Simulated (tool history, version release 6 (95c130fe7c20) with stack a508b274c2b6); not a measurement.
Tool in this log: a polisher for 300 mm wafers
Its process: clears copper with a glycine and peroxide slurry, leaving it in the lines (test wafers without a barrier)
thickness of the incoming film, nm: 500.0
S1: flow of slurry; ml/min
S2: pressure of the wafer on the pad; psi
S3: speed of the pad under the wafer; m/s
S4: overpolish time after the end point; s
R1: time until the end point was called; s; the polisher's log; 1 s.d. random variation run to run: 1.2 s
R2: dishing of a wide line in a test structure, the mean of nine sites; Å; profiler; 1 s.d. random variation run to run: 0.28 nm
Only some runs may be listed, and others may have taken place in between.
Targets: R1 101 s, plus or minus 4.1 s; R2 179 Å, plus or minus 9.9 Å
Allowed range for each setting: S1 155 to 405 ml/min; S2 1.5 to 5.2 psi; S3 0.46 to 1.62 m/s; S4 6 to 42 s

| run | hour | S1 | S2 | S3 | S4 | R1 | R2 |
|---|---|---|---|---|---|---|---|
| 1 | 0 | 260 | 3.3 | 1.04 | 21 | 83.766 | 299.1 |
| 2 | 5.6 | 225 | 2.7 | 1.16 | 16 | 91.88 | 292.13 |
| 3 | 9.8 | 285 | 2.5 | 1.14 | 13 | 97.773 | 272.37 |
| 4 | 17.4 | 325 | 2.2 | 1.24 | 11 | 100.38 | 251.06 |
| 5 | 18.5 | 325 | 2.2 | 1.36 | 11 | 92.451 | 256.43 |
| 6 | 20.3 | 325 | 2.2 | 1.18 | 11 | 103.64 | 252.66 |
| 7 | 21.2 | 350 | 2 | 1.28 | 9 | 103.9 | 224.93 |
| 8 | 24.7 | 370 | 1.8 | 1.36 | 8 | 106.59 | 213.45 |
| 9 | 32.5 | 380 | 1.7 | 1.44 | 7 | 106.03 | 191.41 |
| 10 | 35.5 | 380 | 1.7 | 1.44 | 7 | 105.31 | 192.22 |
| 11 | 43.7 | 390 | 1.7 | 1.46 | 7 | 106.66 | 190.09 |

5 next moves are on the table. One of them brings every result within its allowed miss. Which?
| A | 51.9 | 350 | 2 | 1.16 | 7 | ? | ? |
| B | 51.9 | 375 | 1.5 | 1.54 | 6 | ? | ? |
| C | 51.9 | 405 | 1.6 | 1.62 | 6 | ? | ? |
| D | 51.9 | 405 | 1.5 | 1.5 | 6 | ? | ? |
| E | 51.9 | 405 | 1.5 | 1.52 | 6 | ? | ? |

| move | R1 | R2 |
|---|---|---|
| A | 110.69 | 183.08 |
| B | 110.47 | 164.02 |
| C | 100.13 | 174.35 |
| D | 112.18 | 162.56 |
| E | 111.01 | 163.6 |
A: misses by more than the last run did
B: misses by more than the last run did
C: each result inside its tolerance
D: misses by more than the last run did
E: misses by more than the last run did
C meets every target.
